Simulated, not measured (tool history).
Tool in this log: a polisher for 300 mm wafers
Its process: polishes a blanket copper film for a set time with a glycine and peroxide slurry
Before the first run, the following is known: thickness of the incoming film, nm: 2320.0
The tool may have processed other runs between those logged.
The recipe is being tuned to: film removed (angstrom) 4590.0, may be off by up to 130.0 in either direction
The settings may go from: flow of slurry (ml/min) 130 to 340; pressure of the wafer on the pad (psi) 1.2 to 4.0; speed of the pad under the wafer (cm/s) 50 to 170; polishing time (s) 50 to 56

run,day,flow of slurry (ml/min),pressure of the wafer on the pad (psi),speed of the pad under the wafer (cm/s),polishing time (s),film removed (angstrom)
1,0.000,220,2.6,110,56,2747.5
2,0.250,220,2.6,98,56,2506.5
3,0.467,220,2.6,78,56,2123.7
4,0.633,220,2.6,78,50,1881.2
5,0.783,225,3.1,94,50,2518.1
6,1.154,225,3.1,114,50,2952.5
7,1.288,225,3.4,122,50,3408.4
8,1.512,225,3.6,128,50,3718.7
9,1.575,230,3.7,132,50,3944.9
10,1.742,230,3.8,136,50,4155.0
11,2.092,230,3.9,138,50,4286.0
12,2.304,230,3.9,140,50,4353.9
13,2.454,230,3.9,142,50,4362.7

Which of these 4 next moves meets every target?
A,2.604,250,4.0,150,51,?
B,2.604,250,3.9,138,56,?
C,2.604,195,3.8,152,51,?
D,2.604,210,3.6,170,52,?

move,film removed (angstrom)
A,4888.1
B,4864.2
C,4570.1
D,4964.5
A: moves the result that the last run missed by most past its target, out the other side
B: moves the result that the last run missed by most past its target, out the other side
C: all results in spec
D: moves the result that the last run missed by most past its target, out the other side
C is the move that brings every result within its allowed miss.
